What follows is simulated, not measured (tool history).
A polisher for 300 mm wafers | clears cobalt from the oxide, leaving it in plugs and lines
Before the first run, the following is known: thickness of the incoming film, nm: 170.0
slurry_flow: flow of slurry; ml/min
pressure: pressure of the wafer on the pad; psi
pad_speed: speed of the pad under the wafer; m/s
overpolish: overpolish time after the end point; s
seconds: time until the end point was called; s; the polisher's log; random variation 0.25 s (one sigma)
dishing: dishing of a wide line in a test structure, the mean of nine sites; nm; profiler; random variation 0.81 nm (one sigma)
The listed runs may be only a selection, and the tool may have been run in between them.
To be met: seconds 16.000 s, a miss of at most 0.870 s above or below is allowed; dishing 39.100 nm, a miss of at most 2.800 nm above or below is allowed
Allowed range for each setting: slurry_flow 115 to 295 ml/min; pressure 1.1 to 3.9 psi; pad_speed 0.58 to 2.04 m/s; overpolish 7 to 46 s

run 1 hour=0.0 | slurry_flow=190 pressure=2.5 pad_speed=1.30 overpolish=24 | seconds=16.111 dishing=50.295
run 2 hour=2.3 | slurry_flow=190 pressure=2.5 pad_speed=1.30 overpolish=20 | seconds=16.369 dishing=51.097
run 3 hour=8.9 | slurry_flow=190 pressure=2.5 pad_speed=1.30 overpolish=25 | seconds=16.526 dishing=51.237
run 4 hour=17.7 | slurry_flow=190 pressure=2.5 pad_speed=1.30 overpolish=21 | seconds=16.021 dishing=50.431
run 5 hour=25.8 | slurry_flow=190 pressure=2.5 pad_speed=1.30 overpolish=18 | seconds=16.711 dishing=49.043
run 6 hour=27.9 | slurry_flow=165 pressure=2.5 pad_speed=1.30 overpolish=18 | seconds=16.667 dishing=50.767
run 7 hour=33.1 | slurry_flow=195 pressure=2.5 pad_speed=1.30 overpolish=16 | seconds=15.925 dishing=51.315
run 8 hour=34.9 | slurry_flow=180 pressure=2.6 pad_speed=1.30 overpolish=23 | seconds=16.137 dishing=50.954
run 9 hour=36.2 | slurry_flow=130 pressure=3.0 pad_speed=1.16 overpolish=12 | seconds=17.261 dishing=47.522
run 10 hour=44.6 | slurry_flow=125 pressure=3.2 pad_speed=1.10 overpolish=11 | seconds=17.608 dishing=44.477
run 11 hour=46.1 | slurry_flow=135 pressure=3.4 pad_speed=1.06 overpolish=10 | seconds=16.361 dishing=43.706
run 12 hour=53.4 | slurry_flow=145 pressure=3.5 pad_speed=1.00 overpolish=9 | seconds=17.145 dishing=44.282
run 13 hour=59.0 | slurry_flow=140 pressure=3.6 pad_speed=1.00 overpolish=9 | seconds=16.866 dishing=41.554
run 14 hour=66.9 | slurry_flow=115 pressure=3.9 pad_speed=0.96 overpolish=7 | seconds=17.421 dishing=36.396
run 15 hour=73.1 | slurry_flow=145 pressure=3.9 pad_speed=0.98 overpolish=9 | seconds=16.038 dishing=43.053
run 16 hour=78.9 | slurry_flow=140 pressure=3.9 pad_speed=1.00 overpolish=9 | seconds=15.797 dishing=44.517

Exactly one of the 4 candidate moves below puts every result within its allowed miss. Which one?
run A hour=84.7 | slurry_flow=125 pressure=3.9 pad_speed=1.10 overpolish=10 | seconds=? dishing=?
run B hour=84.7 | slurry_flow=195 pressure=2.2 pad_speed=1.48 overpolish=14 | seconds=? dishing=?
run C hour=84.7 | slurry_flow=185 pressure=3.4 pad_speed=1.10 overpolish=9 | seconds=? dishing=?
run D hour=84.7 | slurry_flow=160 pressure=3.9 pad_speed=0.98 overpolish=7 | seconds=? dishing=?

move=A seconds=15.005 dishing=46.436
move=B seconds=16.192 dishing=49.283
move=C seconds=15.570 dishing=44.496
move=D seconds=15.937 dishing=39.975
A: the biggest miss grows against the last run
B: the biggest miss grows against the last run
C: no better and no worse than the last run
D: meets every target
D meets every target.

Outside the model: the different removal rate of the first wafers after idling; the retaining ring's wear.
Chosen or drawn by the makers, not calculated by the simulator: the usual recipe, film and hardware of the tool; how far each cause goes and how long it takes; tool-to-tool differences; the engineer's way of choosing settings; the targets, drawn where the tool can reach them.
